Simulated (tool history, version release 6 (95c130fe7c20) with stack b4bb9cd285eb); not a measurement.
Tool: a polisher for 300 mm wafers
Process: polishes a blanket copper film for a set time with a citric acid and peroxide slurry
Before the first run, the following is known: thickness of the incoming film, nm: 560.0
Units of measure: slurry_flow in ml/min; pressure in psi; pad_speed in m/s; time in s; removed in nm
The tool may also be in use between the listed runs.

| run | hour | slurry_flow | pressure | pad_speed | slurry_solids | time | removed |
|---|---|---|---|---|---|---|---|
| 1 | 0.0 | 290 | 3.4 | 1.04 | 1.00 | 108 | 239.03 |
| 2 | 8.5 | 290 | 3.7 | 1.04 | 1.00 | 108 | 255.67 |
| 3 | 9.6 | 290 | 3.7 | 1.04 | 1.00 | 113 | 268.81 |
| 4 | 15.8 | 290 | 3.7 | 1.04 | 1.00 | 113 | 270.61 |
| 5 | 21.0 | 290 | 3.7 | 1.04 | 1.00 | 108 | 255.24 |
| 6 | 24.3 | 290 | 3.7 | 1.04 | 1.15 | 108 | 259.67 |

Forecast run 7:
| 7 | 26.4 | 290 | 3.9 | 1.04 | 1.15 | 108 | ? |

For run 7 the tool returned removed 274.52 nm.
